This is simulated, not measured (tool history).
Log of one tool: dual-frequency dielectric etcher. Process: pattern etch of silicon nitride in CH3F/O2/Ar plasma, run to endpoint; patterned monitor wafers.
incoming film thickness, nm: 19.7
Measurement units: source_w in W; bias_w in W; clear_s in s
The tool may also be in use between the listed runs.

run  hour  source_w  bias_w  clear_s
  1   0.0       530      62   26.868
  2   3.0       530      70   26.086
  3  10.1       580      70   24.872
  4  14.2       500      67   27.236
  5  17.1       430      67   29.047
  6  24.7       430      62   29.605
  7  26.9       410      62   30.347

What will run 8 give?
  8  32.4       350      61        ?

Run 8 came out at clear_s 32.780 s.
